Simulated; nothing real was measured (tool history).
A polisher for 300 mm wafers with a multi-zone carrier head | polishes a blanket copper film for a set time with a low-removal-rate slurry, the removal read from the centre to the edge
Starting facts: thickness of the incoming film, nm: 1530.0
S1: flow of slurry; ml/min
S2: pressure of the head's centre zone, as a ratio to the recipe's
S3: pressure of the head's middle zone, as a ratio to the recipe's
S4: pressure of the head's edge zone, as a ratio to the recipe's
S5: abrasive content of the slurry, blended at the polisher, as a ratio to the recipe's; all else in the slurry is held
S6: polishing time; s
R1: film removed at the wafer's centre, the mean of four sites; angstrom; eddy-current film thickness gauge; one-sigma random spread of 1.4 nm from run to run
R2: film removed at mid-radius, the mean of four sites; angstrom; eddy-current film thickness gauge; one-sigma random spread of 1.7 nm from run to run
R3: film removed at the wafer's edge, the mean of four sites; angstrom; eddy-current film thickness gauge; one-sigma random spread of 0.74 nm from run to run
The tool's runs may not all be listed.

Run 1, hour 0: S1 190 ml/min, S2 1, S3 1, S4 1, S5 1, S6 44 s. Result: R1 1374.1 angstrom, R2 1398.1 angstrom, R3 1399.8 angstrom.
Run 2, hour 3.4: S1 190 ml/min, S2 1, S3 1.07, S4 1, S5 1, S6 44 s. Result: R1 1376.4 angstrom, R2 1514.1 angstrom, R3 1406.6 angstrom.
Run 3, hour 12.3: S1 190 ml/min, S2 1, S3 1.07, S4 1, S5 0.8, S6 44 s. Result: R1 1322.7 angstrom, R2 1456.2 angstrom, R3 1346.7 angstrom.
Run 4, hour 17.5: S1 190 ml/min, S2 1, S3 1.07, S4 1, S5 0.8, S6 37 s. Result: R1 1094.8 angstrom, R2 1239.1 angstrom, R3 1131.9 angstrom.
Run 5, hour 18.3: S1 195 ml/min, S2 1.01, S3 1.07, S4 1, S5 0.8, S6 37 s. Result: R1 1135.2 angstrom, R2 1207.2 angstrom, R3 1131.3 angstrom.
At hour 25: edge zone pressure recalibrated.
Run 6, hour 25: S1 195 ml/min, S2 1.01, S3 1.07, S4 1, S5 0.65, S6 37 s. Result: R1 1095.7 angstrom, R2 1179.5 angstrom, R3 1047.9 angstrom.
Run 7, hour 25.9: S1 200 ml/min, S2 1.02, S3 1.08, S4 1.01, S5 0.65, S6 37 s. Result: R1 1115.3 angstrom, R2 1201.6 angstrom, R3 1070.6 angstrom.
Run 8, hour 28.3: S1 205 ml/min, S2 1.03, S3 1.08, S4 1.02, S5 0.65, S6 37 s. Result: R1 1140.4 angstrom, R2 1201 angstrom, R3 1071.8 angstrom.
Run 9, hour 33.3: S1 210 ml/min, S2 1.03, S3 1.08, S4 1.03, S5 0.65, S6 37 s. Result: R1 1140.8 angstrom, R2 1211.9 angstrom, R3 1083.4 angstrom.
Run 10, hour 41.2: S1 215 ml/min, S2 1.04, S3 1.08, S4 1.04, S5 0.65, S6 37 s. Result: R1 1159.5 angstrom, R2 1229.6 angstrom, R3 1084.4 angstrom.

Expected results for the next run?
Run 11, hour 49.1: S1 220 ml/min, S2 1.05, S3 1.08, S4 1.05, S5 0.65, S6 37 s. Result: R1 ?, R2 ?, R3 ?.

{"run 11": {"R1": 1178.6, "R2": 1222.6, "R3": 1091.2}}
